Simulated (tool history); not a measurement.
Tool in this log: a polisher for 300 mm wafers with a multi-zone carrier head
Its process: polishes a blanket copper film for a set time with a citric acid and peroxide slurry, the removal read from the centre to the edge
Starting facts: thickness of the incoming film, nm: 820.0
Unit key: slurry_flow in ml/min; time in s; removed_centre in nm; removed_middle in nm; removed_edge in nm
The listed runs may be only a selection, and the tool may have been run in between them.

| run | hour | slurry_flow | centre_zone | middle_zone | edge_zone | slurry_solids | time | removed_centre | removed_middle | removed_edge |
|---|---|---|---|---|---|---|---|---|---|---|
| 1 | 0 | 165 | 1 | 1 | 1 | 1 | 36 | 83.376 | 84.464 | 82.355 |
| 2 | 1.9 | 165 | 1 | 1 | 1 | 1 | 30 | 70.63 | 69.924 | 69.453 |
| 3 | 10.2 | 175 | 1.04 | 0.97 | 1.05 | 1.15 | 32 | 80.797 | 76.822 | 80.864 |
| 4 | 17.3 | 190 | 1.08 | 0.94 | 1.05 | 1.25 | 33 | 90.54 | 79.64 | 83.343 |
| 5 | 19.6 | 190 | 1.08 | 0.94 | 1.05 | 1.4 | 33 | 94.093 | 82.818 | 86.892 |
| 6 | 23.5 | 190 | 1.08 | 0.94 | 1.05 | 1.2 | 33 | 87.551 | 80.545 | 82.793 |
| 7 | 28.6 | 180 | 1.11 | 0.91 | 1.07 | 1.3 | 35 | 99.07 | 83.07 | 92.463 |
| 8 | 32.4 | 185 | 1.13 | 0.91 | 1.09 | 1.35 | 35 | 102.01 | 83.496 | 92.256 |

Estimate the outcome of run 9 from the log above:
| 9 | 33.9 | 185 | 1.13 | 0.91 | 1.09 | 1.35 | 35 | ? | ? | ? |

removed_centre: 101.61 nm
removed_middle: 84.286 nm
removed_edge: 92.272 nm

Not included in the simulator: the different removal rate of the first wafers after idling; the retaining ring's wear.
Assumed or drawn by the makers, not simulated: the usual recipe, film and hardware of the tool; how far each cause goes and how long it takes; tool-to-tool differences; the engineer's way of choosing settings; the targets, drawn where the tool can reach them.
